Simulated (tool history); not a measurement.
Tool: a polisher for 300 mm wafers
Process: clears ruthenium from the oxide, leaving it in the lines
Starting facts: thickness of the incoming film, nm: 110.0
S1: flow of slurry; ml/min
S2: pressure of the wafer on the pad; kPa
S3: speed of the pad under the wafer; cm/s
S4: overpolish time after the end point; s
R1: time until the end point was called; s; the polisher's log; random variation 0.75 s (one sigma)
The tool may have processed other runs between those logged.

run 1 hour=0.0 | S1=260 S2=15.2 S3=82 S4=10 | R1=102.510
run 2 hour=3.3 | S1=260 S2=15.9 S3=82 S4=10 | R1=97.196
run 3 hour=10.5 | S1=260 S2=17.2 S3=82 S4=10 | R1=92.515
run 4 hour=15.3 | S1=260 S2=17.2 S3=82 S4=8 | R1=92.286
run 5 hour=19.8 | S1=260 S2=18.6 S3=82 S4=8 | R1=87.235
run 6 hour=26.2 | S1=260 S2=19.3 S3=84 S4=8 | R1=81.901

What will run 7 give?
run 7 hour=30.0 | S1=260 S2=20.0 S3=84 S4=8 | R1=?

R1: 80.758 s
